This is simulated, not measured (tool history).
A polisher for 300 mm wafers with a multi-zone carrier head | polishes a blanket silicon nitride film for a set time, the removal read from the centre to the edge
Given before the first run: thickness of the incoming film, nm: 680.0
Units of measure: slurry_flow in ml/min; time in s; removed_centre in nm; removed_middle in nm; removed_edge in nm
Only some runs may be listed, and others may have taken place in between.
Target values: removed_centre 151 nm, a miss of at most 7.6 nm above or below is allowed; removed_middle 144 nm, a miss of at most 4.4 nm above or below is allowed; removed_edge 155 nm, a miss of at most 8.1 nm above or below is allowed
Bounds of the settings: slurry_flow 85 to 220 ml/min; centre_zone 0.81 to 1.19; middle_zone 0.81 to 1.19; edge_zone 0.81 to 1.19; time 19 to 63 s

run 1 hour=0 | slurry_flow=140 centre_zone=1 middle_zone=1 edge_zone=1 time=41 | removed_centre=95.193 removed_middle=94.276 removed_edge=93.909
run 2 hour=8.6 | slurry_flow=140 centre_zone=1 middle_zone=0.96 edge_zone=1 time=41 | removed_centre=97.251 removed_middle=91.656 removed_edge=95.543
run 3 hour=13.8 | slurry_flow=145 centre_zone=1 middle_zone=0.96 edge_zone=1.01 time=43 | removed_centre=99.108 removed_middle=93.984 removed_edge=100.16
run 4 hour=15.1 | slurry_flow=145 centre_zone=1 middle_zone=0.96 edge_zone=1.01 time=52 | removed_centre=117.51 removed_middle=116.61 removed_edge=120.69
run 5 hour=17.1 | slurry_flow=150 centre_zone=1.01 middle_zone=0.96 edge_zone=1.02 time=53 | removed_centre=121.86 removed_middle=118.11 removed_edge=124.41
run 6 hour=21.7 | slurry_flow=150 centre_zone=1.01 middle_zone=0.96 edge_zone=1.02 time=47 | removed_centre=110.01 removed_middle=105.42 removed_edge=113.24
run 7 hour=27.2 | slurry_flow=155 centre_zone=1.03 middle_zone=0.98 edge_zone=1.03 time=47 | removed_centre=113.5 removed_middle=106.1 removed_edge=110.47
run 8 hour=32.2 | slurry_flow=160 centre_zone=1.03 middle_zone=0.98 edge_zone=1.04 time=48 | removed_centre=116.28 removed_middle=108.91 removed_edge=117.19
run 9 hour=37.2 | slurry_flow=165 centre_zone=1.04 middle_zone=0.99 edge_zone=1.05 time=49 | removed_centre=123.6 removed_middle=114.71 removed_edge=119.72
run 10 hour=39.7 | slurry_flow=170 centre_zone=1.04 middle_zone=0.99 edge_zone=1.06 time=50 | removed_centre=124.17 removed_middle=116.99 removed_edge=125.51
run 11 hour=45.8 | slurry_flow=175 centre_zone=1.05 middle_zone=1 edge_zone=1.07 time=50 | removed_centre=127.44 removed_middle=117.66 removed_edge=123.9

Of the 5 settings listed for the next run, only one would bring every result within its allowed miss of target. Which one?
run A hour=51.9 | slurry_flow=195 centre_zone=1.08 middle_zone=1.04 edge_zone=1.19 time=58 | removed_centre=? removed_middle=? removed_edge=?
run B hour=51.9 | slurry_flow=215 centre_zone=1.17 middle_zone=1.12 edge_zone=1 time=58 | removed_centre=? removed_middle=? removed_edge=?
run C hour=51.9 | slurry_flow=195 centre_zone=1.09 middle_zone=1.19 edge_zone=0.99 time=56 | removed_centre=? removed_middle=? removed_edge=?
run D hour=51.9 | slurry_flow=195 centre_zone=1.11 middle_zone=1.09 edge_zone=1.02 time=55 | removed_centre=? removed_middle=? removed_edge=?
run E hour=51.9 | slurry_flow=180 centre_zone=1.06 middle_zone=0.97 edge_zone=1.11 time=52 | removed_centre=? removed_middle=? removed_edge=?

move=A removed_centre=154.83 removed_middle=145.27 removed_edge=155.07
move=B removed_centre=170.54 removed_middle=156.88 removed_edge=143.37
move=C removed_centre=151.04 removed_middle=157.48 removed_edge=136.22
move=D removed_centre=150.98 removed_middle=143.39 removed_edge=135.91
move=E removed_centre=134.28 removed_middle=121.31 removed_edge=133.02
A: all results land within tolerance of their targets
B: the result that was furthest off in the last run now lies on the other side of its target
C: the result that was furthest off in the last run now lies on the other side of its target
D: meets the target for the result that was furthest off, but another lies outside its allowed miss
E: closer than the last run, but not yet in spec
The right move is A.

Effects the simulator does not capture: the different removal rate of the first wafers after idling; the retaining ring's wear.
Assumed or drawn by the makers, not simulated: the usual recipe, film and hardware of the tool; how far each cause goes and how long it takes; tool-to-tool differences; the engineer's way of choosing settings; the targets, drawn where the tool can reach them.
